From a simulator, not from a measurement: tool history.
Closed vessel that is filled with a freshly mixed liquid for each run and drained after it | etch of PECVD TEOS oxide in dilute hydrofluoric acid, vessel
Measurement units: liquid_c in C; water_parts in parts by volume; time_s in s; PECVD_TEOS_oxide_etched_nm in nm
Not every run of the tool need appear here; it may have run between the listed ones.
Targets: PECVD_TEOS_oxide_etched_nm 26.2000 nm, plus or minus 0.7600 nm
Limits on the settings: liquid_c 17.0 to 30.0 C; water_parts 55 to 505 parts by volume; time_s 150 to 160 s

| run | day | liquid_c | water_parts | time_s | PECVD_TEOS_oxide_etched_nm |
|---|---|---|---|---|---|
| 1 | 0.000 | 22.0 | 280 | 150 | 7.3407 |
| 2 | 0.100 | 24.0 | 225 | 150 | 10.4210 |
| 3 | 0.275 | 27.5 | 225 | 150 | 11.7870 |
| 4 | 0.438 | 28.0 | 185 | 150 | 15.1830 |
| 5 | 0.679 | 28.0 | 185 | 160 | 16.5230 |
|  | 1.062 | thermometer replaced |
| 6 | 1.062 | 25.0 | 185 | 160 | 13.9520 |
| 7 | 1.267 | 26.0 | 160 | 160 | 17.1240 |
| 8 | 1.546 | 30.0 | 110 | 160 | 30.5680 |
| 9 | 1.829 | 29.5 | 110 | 160 | 29.9250 |
| 10 | 2.050 | 29.5 | 110 | 160 | 30.3990 |
| 11 | 2.125 | 29.0 | 110 | 160 | 29.7370 |
| 12 | 2.383 | 28.5 | 110 | 160 | 29.4880 |
| 13 | 2.638 | 28.0 | 110 | 160 | 28.6900 |
| 14 | 2.900 | 27.5 | 110 | 160 | 28.1910 |
| 15 | 3.046 | 27.5 | 110 | 160 | 27.9130 |

Which one of the following 5 next-run settings gets every result inside its allowed miss? There is exactly one.
| A | 3.192 | 26.0 | 115 | 155 | ? |
| B | 3.192 | 25.0 | 115 | 160 | ? |
| C | 3.192 | 25.5 | 115 | 160 | ? |
| D | 3.192 | 27.0 | 115 | 160 | ? |
| E | 3.192 | 28.0 | 125 | 155 | ? |

| move | PECVD_TEOS_oxide_etched_nm |
|---|---|
| A | 24.6970 |
| B | 24.5280 |
| C | 25.0070 |
| D | 26.4890 |
| E | 24.2010 |
A: takes the result that was furthest off past its target
B: takes the result that was furthest off past its target
C: takes the result that was furthest off past its target
D: every result lands within tolerance
E: takes the result that was furthest off past its target
The move that meets every target is D.
